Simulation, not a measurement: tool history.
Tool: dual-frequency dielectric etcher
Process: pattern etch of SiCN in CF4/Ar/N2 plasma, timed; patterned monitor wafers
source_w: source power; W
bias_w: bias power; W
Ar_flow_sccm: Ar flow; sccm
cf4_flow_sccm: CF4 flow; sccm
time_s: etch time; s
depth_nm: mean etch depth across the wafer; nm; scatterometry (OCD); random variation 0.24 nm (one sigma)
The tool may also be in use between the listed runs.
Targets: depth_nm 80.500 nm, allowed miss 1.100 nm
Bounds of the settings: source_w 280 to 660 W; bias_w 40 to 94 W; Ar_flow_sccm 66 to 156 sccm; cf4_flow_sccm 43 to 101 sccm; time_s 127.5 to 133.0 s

{"run": 1, "day": 0.0, "source_w": 470, "bias_w": 67, "Ar_flow_sccm": 111, "cf4_flow_sccm": 72, "time_s": 127.5, "depth_nm": 113.14}
{"run": 2, "day": 0.233, "source_w": 470, "bias_w": 59, "Ar_flow_sccm": 111, "cf4_flow_sccm": 72, "time_s": 127.5, "depth_nm": 109.13}
{"run": 3, "day": 0.483, "source_w": 470, "bias_w": 59, "Ar_flow_sccm": 127, "cf4_flow_sccm": 72, "time_s": 127.5, "depth_nm": 107.26}
{"run": 4, "day": 0.588, "source_w": 530, "bias_w": 59, "Ar_flow_sccm": 127, "cf4_flow_sccm": 72, "time_s": 127.5, "depth_nm": 118.25}
{"run": 5, "day": 0.875, "source_w": 460, "bias_w": 58, "Ar_flow_sccm": 127, "cf4_flow_sccm": 72, "time_s": 127.5, "depth_nm": 104.69}
{"run": 6, "day": 0.979, "source_w": 410, "bias_w": 58, "Ar_flow_sccm": 127, "cf4_flow_sccm": 72, "time_s": 127.5, "depth_nm": 95.854}
{"run": 7, "day": 1.179, "source_w": 380, "bias_w": 58, "Ar_flow_sccm": 127, "cf4_flow_sccm": 72, "time_s": 127.5, "depth_nm": 90.854}
{"run": 8, "day": 1.212, "source_w": 360, "bias_w": 58, "Ar_flow_sccm": 127, "cf4_flow_sccm": 72, "time_s": 127.5, "depth_nm": 86.997}
{"run": 9, "day": 1.592, "source_w": 350, "bias_w": 58, "Ar_flow_sccm": 127, "cf4_flow_sccm": 72, "time_s": 127.5, "depth_nm": 84.967}
{"run": 10, "day": 1.821, "source_w": 340, "bias_w": 58, "Ar_flow_sccm": 127, "cf4_flow_sccm": 72, "time_s": 127.5, "depth_nm": 83.075}
{"run": 11, "day": 1.9, "source_w": 320, "bias_w": 58, "Ar_flow_sccm": 127, "cf4_flow_sccm": 72, "time_s": 127.5, "depth_nm": 79.147}

4 next moves are on the table. One of them brings every result within its allowed miss. Which?
{"run": "A", "day": 1.979, "source_w": 320, "bias_w": 58, "Ar_flow_sccm": 145, "cf4_flow_sccm": 82, "time_s": 132.5, "depth_nm": "?"}
{"run": "B", "day": 1.979, "source_w": 320, "bias_w": 59, "Ar_flow_sccm": 125, "cf4_flow_sccm": 74, "time_s": 128.5, "depth_nm": "?"}
{"run": "C", "day": 1.979, "source_w": 340, "bias_w": 54, "Ar_flow_sccm": 119, "cf4_flow_sccm": 77, "time_s": 128.5, "depth_nm": "?"}
{"run": "D", "day": 1.979, "source_w": 300, "bias_w": 56, "Ar_flow_sccm": 111, "cf4_flow_sccm": 75, "time_s": 127.5, "depth_nm": "?"}

move=A depth_nm=83.149
move=B depth_nm=81.144
move=C depth_nm=83.930
move=D depth_nm=76.820
A: takes the result that was furthest off past its target
B: meets every target
C: takes the result that was furthest off past its target
D: further off than the last run
Move B is the one to make.

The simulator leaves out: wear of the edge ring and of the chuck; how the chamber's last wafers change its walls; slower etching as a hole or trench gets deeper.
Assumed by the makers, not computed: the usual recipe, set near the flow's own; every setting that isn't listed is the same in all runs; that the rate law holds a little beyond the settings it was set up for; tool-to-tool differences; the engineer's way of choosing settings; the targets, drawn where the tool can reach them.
